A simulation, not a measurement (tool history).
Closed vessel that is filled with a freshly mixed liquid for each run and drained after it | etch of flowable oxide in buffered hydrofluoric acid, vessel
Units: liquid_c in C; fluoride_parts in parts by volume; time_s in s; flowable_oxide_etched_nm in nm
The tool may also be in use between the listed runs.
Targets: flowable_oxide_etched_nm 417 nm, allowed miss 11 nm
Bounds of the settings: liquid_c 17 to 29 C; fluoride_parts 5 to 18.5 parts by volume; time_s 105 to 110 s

| run | hour | liquid_c | fluoride_parts | time_s | flowable_oxide_etched_nm |
|---|---|---|---|---|---|
| 1 | 0 | 21 | 11.5 | 105 | 326.28 |
| 2 | 8.3 | 19 | 11.5 | 105 | 291.58 |
| 3 | 13.4 | 20 | 11.5 | 105 | 303.91 |
| 4 | 21.7 | 21 | 11.5 | 105 | 325.17 |
| 5 | 27.7 | 19.5 | 11.5 | 105 | 302.61 |
| 6 | 33.4 | 21.5 | 11.5 | 105 | 332.55 |
| 7 | 40.3 | 22 | 11.5 | 105 | 344.11 |
| 8 | 44.5 | 22.5 | 11.5 | 105 | 357.01 |
| 9 | 47.2 | 23 | 11.5 | 105 | 362.2 |

Which of these 4 next moves meets every target?
| A | 49.9 | 23.5 | 10 | 110 | ? |
| B | 49.9 | 24.5 | 11.5 | 110 | ? |
| C | 49.9 | 26.5 | 13 | 105 | ? |
| D | 49.9 | 23 | 11.5 | 110 | ? |

| move | flowable_oxide_etched_nm |
|---|---|
| A | 443.58 |
| B | 408.81 |
| C | 385.67 |
| D | 376.64 |
A: takes the result that was furthest off past its target
B: meets every target
C: nearer than the last run, and not there yet
D: nearer than the last run, and not there yet
Answer: B

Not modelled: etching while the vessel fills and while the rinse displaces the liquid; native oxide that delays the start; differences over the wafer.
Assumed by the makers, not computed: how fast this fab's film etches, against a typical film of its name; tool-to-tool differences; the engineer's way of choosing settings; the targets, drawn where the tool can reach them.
